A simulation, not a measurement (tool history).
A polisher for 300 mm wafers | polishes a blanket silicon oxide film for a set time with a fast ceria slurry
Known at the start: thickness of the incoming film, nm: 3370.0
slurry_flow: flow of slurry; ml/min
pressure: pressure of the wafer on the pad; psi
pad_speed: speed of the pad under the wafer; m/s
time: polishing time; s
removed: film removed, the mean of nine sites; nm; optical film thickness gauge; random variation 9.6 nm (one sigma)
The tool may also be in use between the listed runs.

| run | hour | slurry_flow | pressure | pad_speed | time | removed |
|---|---|---|---|---|---|---|
| 1 | 0 | 310 | 2.3 | 0.84 | 29 | 396.47 |
| 2 | 6.7 | 310 | 2.6 | 0.86 | 29 | 452.12 |
| 3 | 13 | 310 | 2.2 | 0.86 | 29 | 396.53 |
| 4 | 20.5 | 340 | 2.2 | 0.86 | 29 | 392.25 |
| 5 | 22.7 | 340 | 2.5 | 0.9 | 29 | 460.97 |
| 6 | 23.9 | 340 | 2.7 | 0.92 | 29 | 504.83 |

Forecast run 7:
| 7 | 25.5 | 340 | 2.9 | 0.94 | 29 | ? |

Run 7 gave removed 558.87 nm.

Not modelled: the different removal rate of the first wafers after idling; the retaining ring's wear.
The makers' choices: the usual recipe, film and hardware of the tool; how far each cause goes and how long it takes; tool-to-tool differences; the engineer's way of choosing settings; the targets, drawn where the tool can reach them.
